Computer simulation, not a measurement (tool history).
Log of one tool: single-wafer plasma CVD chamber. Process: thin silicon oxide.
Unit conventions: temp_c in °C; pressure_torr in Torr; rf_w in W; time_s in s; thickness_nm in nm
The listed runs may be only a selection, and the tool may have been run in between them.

run    day  temp_c  pressure_torr  rf_w  time_s  thickness_nm
  1  0.000     380          0.578   215    8.80       10.6920
  2  0.250     380          0.623   215    8.80       11.4600
  3  0.483     380          0.534   215    8.80        9.8783
  4  0.733     380          0.590   215    8.80       10.8540
  5  0.854     380          0.635   220    8.80       11.9250
  6  0.992     380          0.635   235    8.80       12.3960
     1.121  -- RF generator calibrated
  7  1.121     380          0.667   235    8.80       13.5360
  8  1.267     380          0.686   235    8.80       13.8760

Run 9, settings as shown, results not yet in. Your forecast:
  9  1.346     380          0.703   235    8.80             ?

Run 9 yielded thickness_nm 14.2700 nm.

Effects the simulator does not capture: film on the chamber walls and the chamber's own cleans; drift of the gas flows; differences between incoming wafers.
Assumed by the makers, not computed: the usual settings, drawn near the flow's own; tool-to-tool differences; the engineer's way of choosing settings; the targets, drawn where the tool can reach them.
